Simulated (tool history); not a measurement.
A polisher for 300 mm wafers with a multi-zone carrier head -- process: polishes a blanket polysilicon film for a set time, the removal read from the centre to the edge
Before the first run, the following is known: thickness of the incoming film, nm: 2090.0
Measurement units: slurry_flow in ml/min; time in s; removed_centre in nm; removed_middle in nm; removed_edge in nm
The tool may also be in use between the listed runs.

| run | hour | slurry_flow | centre_zone | middle_zone | edge_zone | time | removed_centre | removed_middle | removed_edge |
|---|---|---|---|---|---|---|---|---|---|
| 1 | 0.0 | 295 | 1.00 | 1.00 | 1.00 | 61 | 423.47 | 437.12 | 419.04 |
| 2 | 3.9 | 295 | 1.00 | 1.00 | 0.99 | 57 | 405.20 | 410.00 | 389.52 |
| 3 | 12.1 | 345 | 1.00 | 1.00 | 0.99 | 57 | 399.89 | 407.20 | 393.50 |
| 4 | 18.3 | 340 | 1.00 | 1.00 | 0.98 | 54 | 383.29 | 387.44 | 379.95 |
| 5 | 25.4 | 340 | 1.00 | 1.00 | 1.02 | 54 | 380.09 | 386.03 | 373.52 |
| 6 | 29.5 | 340 | 1.00 | 0.92 | 1.02 | 54 | 384.71 | 373.47 | 371.71 |
| 7 | 30.8 | 330 | 1.00 | 0.93 | 1.01 | 51 | 357.93 | 347.47 | 354.99 |
| 8 | 33.7 | 325 | 1.01 | 0.96 | 1.00 | 48 | 341.98 | 336.39 | 331.45 |
| 9 | 39.2 | 320 | 1.01 | 0.97 | 1.00 | 46 | 327.72 | 322.36 | 322.99 |
| 10 | 40.0 | 315 | 1.02 | 0.99 | 0.99 | 44 | 315.97 | 318.46 | 303.00 |
| 11 | 44.0 | 315 | 1.02 | 0.99 | 0.99 | 43 | 308.06 | 299.94 | 304.69 |
| 12 | 52.4 | 305 | 1.03 | 1.01 | 0.97 | 42 | 305.58 | 304.03 | 287.57 |
| 13 | 55.7 | 300 | 1.03 | 1.01 | 0.96 | 41 | 293.39 | 286.60 | 280.01 |
| 14 | 63.7 | 295 | 1.03 | 1.02 | 0.95 | 41 | 295.61 | 298.15 | 278.05 |
| 15 | 68.1 | 285 | 1.00 | 0.96 | 0.87 | 34 | 234.87 | 233.31 | 225.75 |
| 16 | 75.4 | 290 | 1.00 | 0.97 | 0.88 | 34 | 238.06 | 235.83 | 221.58 |
| 17 | 84.1 | 295 | 1.00 | 0.98 | 0.89 | 34 | 240.41 | 232.14 | 222.60 |
| 18 | 92.5 | 295 | 1.00 | 1.04 | 0.91 | 40 | 284.03 | 296.30 | 266.36 |
| 19 | 93.5 | 290 | 1.00 | 1.03 | 0.90 | 40 | 276.64 | 296.73 | 267.05 |

Run 20 has not been measured yet. What should we expect?
| 20 | 94.7 | 290 | 1.00 | 1.02 | 0.89 | 40 | ? | ? | ? |

removed_centre: 286.34 nm
removed_middle: 290.77 nm
removed_edge: 264.22 nm
